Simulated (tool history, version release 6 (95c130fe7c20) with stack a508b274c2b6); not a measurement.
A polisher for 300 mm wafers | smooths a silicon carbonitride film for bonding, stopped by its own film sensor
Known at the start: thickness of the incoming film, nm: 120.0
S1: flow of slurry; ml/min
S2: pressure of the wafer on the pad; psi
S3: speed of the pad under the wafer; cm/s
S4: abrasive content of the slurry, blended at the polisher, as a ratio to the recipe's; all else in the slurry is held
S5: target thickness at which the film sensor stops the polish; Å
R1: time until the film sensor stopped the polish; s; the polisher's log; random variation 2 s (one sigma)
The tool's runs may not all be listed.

Run 1, hour 0: S1 290 ml/min, S2 1.6 psi, S3 86 cm/s, S4 1, S5 1090 Å. Result: R1 70.05 s.
Run 2, hour 4: S1 290 ml/min, S2 1.5 psi, S3 86 cm/s, S4 1, S5 1090 Å. Result: R1 75.659 s.
Run 3, hour 10.5: S1 290 ml/min, S2 1.4 psi, S3 86 cm/s, S4 1, S5 1090 Å. Result: R1 78.526 s.
Run 4, hour 17.3: S1 235 ml/min, S2 1.4 psi, S3 86 cm/s, S4 1, S5 1090 Å. Result: R1 80.869 s.
Run 5, hour 22.6: S1 235 ml/min, S2 1.3 psi, S3 86 cm/s, S4 1, S5 1090 Å. Result: R1 86.474 s.
Run 6, hour 24.2: S1 280 ml/min, S2 1.3 psi, S3 86 cm/s, S4 1, S5 1090 Å. Result: R1 86.222 s.

Forecast run 7:
Run 7, hour 28.1: S1 280 ml/min, S2 1.2 psi, S3 86 cm/s, S4 1, S5 1090 Å. Result: R1 ?.

R1: 92.918 s
